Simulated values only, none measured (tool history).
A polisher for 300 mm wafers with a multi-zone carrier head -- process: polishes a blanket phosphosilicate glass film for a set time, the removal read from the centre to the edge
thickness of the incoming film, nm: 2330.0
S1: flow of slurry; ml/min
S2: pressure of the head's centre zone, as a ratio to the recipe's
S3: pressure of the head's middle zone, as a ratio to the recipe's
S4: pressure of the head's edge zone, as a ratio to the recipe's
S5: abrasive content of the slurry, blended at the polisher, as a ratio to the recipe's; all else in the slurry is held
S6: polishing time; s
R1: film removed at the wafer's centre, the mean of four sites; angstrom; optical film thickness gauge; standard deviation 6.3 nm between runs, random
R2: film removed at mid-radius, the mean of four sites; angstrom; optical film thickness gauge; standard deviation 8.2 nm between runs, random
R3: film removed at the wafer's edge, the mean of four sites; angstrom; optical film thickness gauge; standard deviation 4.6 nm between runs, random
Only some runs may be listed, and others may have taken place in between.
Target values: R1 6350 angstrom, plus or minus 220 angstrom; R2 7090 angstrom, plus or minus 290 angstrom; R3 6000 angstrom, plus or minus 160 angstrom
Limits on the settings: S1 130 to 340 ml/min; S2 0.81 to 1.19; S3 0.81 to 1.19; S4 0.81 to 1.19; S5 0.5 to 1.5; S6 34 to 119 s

run,hour,S1,S2,S3,S4,S5,S6,R1,R2,R3
1,0,220,1,1,1,1,76,7226.7,7168,7046.9
2,2.6,220,1,1,1.08,1,76,7191.3,7415.3,7518.8
3,8.2,220,1,0.94,1.08,1,76,7339.4,6880.7,7419.7
4,14.5,220,0.99,0.96,1.04,1,76,7323,7214.4,7318.1
5,22.2,220,0.99,0.96,1.04,0.8,76,6625.4,6554.6,6710.6
6,29,220,0.99,0.96,1.04,0.6,76,5951.5,5717,5986.6
7,33.1,230,0.99,0.99,1.03,0.6,76,5934.3,5947.1,5866.8
8,36.2,235,1,1.01,1.03,0.6,76,5940.8,5898.9,5905.7
9,42.2,235,1,1.04,1.02,0.65,76,6201.6,6548.4,5999
10,48.7,235,1,1.05,1.02,0.65,76,6229.9,6455.3,6048.3
11,50.1,235,1,1.06,1.02,0.65,76,6139,6390,6024.1
12,50.9,240,1,1.08,1.01,0.65,76,6159,6617.7,6046.2

Exercise: of the 5 proposed moves below, exactly one satisfies all targets within the stated allowed misses. Which move is it?
A,51.7,215,0.95,1.03,1.07,0.7,75,?,?,?
B,51.7,220,1,1.19,0.95,0.85,67,?,?,?
C,51.7,215,1,1.03,0.9,0.75,81,?,?,?
D,51.7,245,1.02,1.13,0.96,0.7,75,?,?,?
E,51.7,250,1.09,1.19,0.82,0.7,77,?,?,?

move,R1,R2,R3
A,5968.4,6474.6,6200.1
B,6068.2,7110,5663.8
C,6943.4,7198.7,6345.6
D,6443.4,7088.5,5925.1
E,7035.1,7622.1,5664.3
A: moves away from the targets compared with the last run
B: gets the furthest-off result to its target, but another result is out of tolerance
C: gets the furthest-off result to its target, but another result is out of tolerance
D: every result within its allowed miss
E: takes the result that was furthest off past its target
Correct choice: D, which meets every target

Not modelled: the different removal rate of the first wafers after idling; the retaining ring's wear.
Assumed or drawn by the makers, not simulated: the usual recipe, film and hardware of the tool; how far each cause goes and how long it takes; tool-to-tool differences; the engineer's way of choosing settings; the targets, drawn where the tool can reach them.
